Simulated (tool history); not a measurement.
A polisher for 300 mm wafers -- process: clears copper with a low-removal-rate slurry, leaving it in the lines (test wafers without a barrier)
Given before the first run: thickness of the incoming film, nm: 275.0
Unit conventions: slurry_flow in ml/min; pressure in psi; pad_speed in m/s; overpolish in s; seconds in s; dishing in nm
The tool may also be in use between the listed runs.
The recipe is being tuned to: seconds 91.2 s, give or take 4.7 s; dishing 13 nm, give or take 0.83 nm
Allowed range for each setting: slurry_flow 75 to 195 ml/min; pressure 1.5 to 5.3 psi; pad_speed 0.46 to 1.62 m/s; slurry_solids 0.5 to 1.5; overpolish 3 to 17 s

run  hour  slurry_flow  pressure  pad_speed  slurry_solids  overpolish  seconds  dishing
  1     0          125       3.4       1.04              1           9   76.369   22.048
  2   3.4          125       2.8       1.04              1           9   91.432   18.822
  3   4.3          125       3.4       1.04              1           9   76.454    22.12
  4     6          130       3.2       1.04              1           8   82.909   18.635
  5  14.3          130       3.2       1.04              1           7   79.367   16.828
  6  17.1          130       3.2       1.04            0.9           7   83.101    16.44
  7  24.5          130       3.1       1.04            0.9           7   83.966   16.283
  8  29.5          130         3       1.04            0.9           7   88.042   15.912

Below are 5 possible settings for the next run. Only one of them brings all results inside the allowed miss of their targets. Which is it?
  A  34.5          135       3.4       1.02              1           9        ?        ?
  B  34.5          160       2.8       1.06            0.6           6        ?        ?
  C  34.5          160         3       0.88              1           9        ?        ?
  D  34.5           95       3.2       1.16           0.85           9        ?        ?
  E  34.5          125       2.7       1.08            0.6           9        ?        ?

move  seconds  dishing
   A   75.358   21.098
   B   89.967   12.298
   C   92.154   17.539
   D   77.797   20.477
   E   94.846    17.05
A: lands further from the targets than the last run did
B: in spec on every target
C: lands further from the targets than the last run did
D: lands further from the targets than the last run did
E: lands further from the targets than the last run did
The right move is B.
